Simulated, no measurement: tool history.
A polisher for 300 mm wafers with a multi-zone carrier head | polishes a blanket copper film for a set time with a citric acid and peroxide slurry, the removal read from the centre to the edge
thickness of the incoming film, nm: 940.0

run	hour	flow of slurry (ml/min)	pressure of the head's centre zone	pressure of the head's middle zone	pressure of the head's edge zone	abrasive content of the slurry	polishing time (s)	film removed at the wafer's centre (Å)	film removed at mid-radius (Å)	film removed at the wafer's edge (Å)
1	0	240	1	1	1	1	67	1147.8	1115.3	1122.5
2	8.1	245	0.99	1.03	1	1.05	67	1134.6	1165	1139.2
3	15.1	245	0.99	1.03	1.08	1.05	67	1135.1	1175.9	1187.5
4	19.4	245	0.99	1.06	1.08	1.05	67	1146.1	1212.6	1176.1
5	21.5	245	0.99	1.06	1.08	1.05	54	905.37	959.46	948.33
6	23.5	245	0.96	1.06	1.08	1.05	54	889.27	946.02	948.29

Run 7 comes next. What will it give?
7	30	245	0.96	1.06	1.08	1.05	54	?	?	?

{"run 7": {"film removed at the wafer's centre (Å)": 881.21, "film removed at mid-radius (Å)": 987.32, "film removed at the wafer's edge (Å)": 942.39}}
